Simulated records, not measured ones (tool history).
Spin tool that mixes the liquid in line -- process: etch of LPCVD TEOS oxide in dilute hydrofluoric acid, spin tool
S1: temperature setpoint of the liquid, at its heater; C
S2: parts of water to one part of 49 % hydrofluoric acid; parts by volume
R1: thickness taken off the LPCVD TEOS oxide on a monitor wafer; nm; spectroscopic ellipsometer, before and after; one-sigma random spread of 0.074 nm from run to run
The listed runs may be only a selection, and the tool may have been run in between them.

run 1 day=0.000 | S1=21.0 S2=180 time_under_the_liquid_(s)=80 | R1=21.871
run 2 day=0.204 | S1=21.0 S2=210 time_under_the_liquid_(s)=80 | R1=18.269
run 3 day=0.242 | S1=23.5 S2=210 time_under_the_liquid_(s)=80 | R1=20.353
run 4 day=0.517 | S1=23.5 S2=175 time_under_the_liquid_(s)=80 | R1=25.170
run 5 day=0.767 | S1=21.5 S2=200 time_under_the_liquid_(s)=80 | R1=19.769
run 6 day=1.138 | S1=20.0 S2=215 time_under_the_liquid_(s)=80 | R1=17.019
run 7 day=1.412 | S1=19.0 S2=225 time_under_the_liquid_(s)=80 | R1=15.629

Forecast run 8:
-- day=1.662 thermometer replaced
run 8 day=1.662 | S1=18.5 S2=235 time_under_the_liquid_(s)=80 | R1=?

{"run 8": {"R1": 15.102}}
